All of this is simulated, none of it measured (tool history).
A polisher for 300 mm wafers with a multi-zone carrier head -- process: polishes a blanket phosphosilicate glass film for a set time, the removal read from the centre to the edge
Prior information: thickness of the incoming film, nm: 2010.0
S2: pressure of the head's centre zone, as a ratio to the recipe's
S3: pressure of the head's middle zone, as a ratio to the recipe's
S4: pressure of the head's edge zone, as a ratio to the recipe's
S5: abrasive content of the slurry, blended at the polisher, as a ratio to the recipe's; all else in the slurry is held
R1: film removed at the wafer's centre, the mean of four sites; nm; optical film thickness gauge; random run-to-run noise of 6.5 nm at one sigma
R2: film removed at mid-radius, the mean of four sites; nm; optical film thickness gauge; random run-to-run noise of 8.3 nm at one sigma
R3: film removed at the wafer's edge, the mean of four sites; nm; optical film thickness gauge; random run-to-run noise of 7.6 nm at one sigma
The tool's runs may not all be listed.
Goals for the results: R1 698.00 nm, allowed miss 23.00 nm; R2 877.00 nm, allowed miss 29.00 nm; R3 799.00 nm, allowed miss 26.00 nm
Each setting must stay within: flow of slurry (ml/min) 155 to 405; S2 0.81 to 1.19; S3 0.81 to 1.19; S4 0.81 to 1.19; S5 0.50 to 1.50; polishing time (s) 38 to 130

Run 1, hour 0.0: flow of slurry (ml/min) 260, S2 1.00, S3 1.00, S4 1.00, S5 1.00, polishing time (s) 84. Result: R1 582.79 nm, R2 592.77 nm, R3 598.05 nm.
Run 2, hour 6.5: flow of slurry (ml/min) 300, S2 1.00, S3 1.00, S4 1.00, S5 1.00, polishing time (s) 84. Result: R1 593.09 nm, R2 603.58 nm, R3 608.46 nm.
Run 3, hour 10.2: flow of slurry (ml/min) 300, S2 0.97, S3 1.00, S4 1.00, S5 1.00, polishing time (s) 84. Result: R1 589.41 nm, R2 606.84 nm, R3 609.73 nm.
Run 4, hour 18.5: flow of slurry (ml/min) 360, S2 0.97, S3 1.00, S4 1.00, S5 1.00, polishing time (s) 84. Result: R1 597.97 nm, R2 613.15 nm, R3 615.34 nm.
Run 5, hour 20.6: flow of slurry (ml/min) 360, S2 0.97, S3 0.94, S4 1.00, S5 1.00, polishing time (s) 84. Result: R1 598.92 nm, R2 582.77 nm, R3 615.23 nm.
Run 6, hour 21.7: flow of slurry (ml/min) 360, S2 0.97, S3 0.89, S4 1.00, S5 1.00, polishing time (s) 84. Result: R1 598.93 nm, R2 567.17 nm, R3 615.60 nm.
Run 7, hour 24.1: flow of slurry (ml/min) 355, S2 0.95, S3 0.94, S4 1.00, S5 1.10, polishing time (s) 85. Result: R1 602.83 nm, R2 601.81 nm, R3 634.74 nm.
Run 8, hour 25.2: flow of slurry (ml/min) 345, S2 0.94, S3 0.98, S4 1.00, S5 1.20, polishing time (s) 87. Result: R1 633.38 nm, R2 651.25 nm, R3 678.62 nm.
Run 9, hour 32.0: flow of slurry (ml/min) 340, S2 0.93, S3 1.02, S4 0.99, S5 1.25, polishing time (s) 88. Result: R1 642.36 nm, R2 693.24 nm, R3 682.85 nm.
Run 10, hour 37.7: flow of slurry (ml/min) 340, S2 0.92, S3 1.05, S4 1.00, S5 1.30, polishing time (s) 89. Result: R1 646.37 nm, R2 717.91 nm, R3 713.30 nm.
Run 11, hour 43.7: flow of slurry (ml/min) 340, S2 0.91, S3 1.07, S4 1.00, S5 1.35, polishing time (s) 90. Result: R1 668.79 nm, R2 739.52 nm, R3 709.78 nm.
Run 12, hour 52.5: flow of slurry (ml/min) 335, S2 0.89, S3 1.09, S4 1.00, S5 1.40, polishing time (s) 92. Result: R1 647.34 nm, R2 779.92 nm, R3 738.94 nm.
Run 13, hour 54.8: flow of slurry (ml/min) 335, S2 0.89, S3 1.11, S4 1.01, S5 1.40, polishing time (s) 93. Result: R1 672.86 nm, R2 784.97 nm, R3 753.09 nm.
Run 14, hour 60.5: flow of slurry (ml/min) 335, S2 0.88, S3 1.12, S4 1.00, S5 1.40, polishing time (s) 94. Result: R1 662.67 nm, R2 819.83 nm, R3 747.73 nm.
Run 15, hour 63.7: flow of slurry (ml/min) 335, S2 0.88, S3 1.13, S4 1.01, S5 1.40, polishing time (s) 94. Result: R1 675.59 nm, R2 809.88 nm, R3 755.51 nm.
Run 16, hour 66.0: flow of slurry (ml/min) 335, S2 0.88, S3 1.14, S4 1.01, S5 1.40, polishing time (s) 95. Result: R1 687.69 nm, R2 834.15 nm, R3 762.63 nm.
Run 17, hour 70.9: flow of slurry (ml/min) 335, S2 0.88, S3 1.14, S4 1.01, S5 1.40, polishing time (s) 95. Result: R1 680.22 nm, R2 814.98 nm, R3 771.28 nm.
Run 18, hour 75.7: flow of slurry (ml/min) 335, S2 0.88, S3 1.15, S4 1.01, S5 1.40, polishing time (s) 95. Result: R1 675.56 nm, R2 821.11 nm, R3 750.26 nm.

4 next moves are on the table. One of them brings every result within its allowed miss. Which?
Run A, hour 80.5: flow of slurry (ml/min) 400, S2 1.02, S3 1.04, S4 1.00, S5 1.20, polishing time (s) 90. Result: R1 ?, R2 ?, R3 ?.
Run B, hour 80.5: flow of slurry (ml/min) 280, S2 0.88, S3 1.19, S4 1.05, S5 1.40, polishing time (s) 100. Result: R1 ?, R2 ?, R3 ?.
Run C, hour 80.5: flow of slurry (ml/min) 335, S2 0.85, S3 0.99, S4 1.19, S5 1.50, polishing time (s) 91. Result: R1 ?, R2 ?, R3 ?.
Run D, hour 80.5: flow of slurry (ml/min) 315, S2 0.93, S3 1.15, S4 1.05, S5 1.30, polishing time (s) 90. Result: R1 ?, R2 ?, R3 ?.

move      R1      R2      R3
   A  707.92  721.38  689.00
   B  692.77  884.88  796.33
   C  635.16  745.55  793.88
   D  650.74  771.43  708.11
A: misses by more than the last run did
B: all results land within tolerance of their targets
C: misses by more than the last run did
D: misses by more than the last run did
So the answer is move B, the one that meets all the targets.
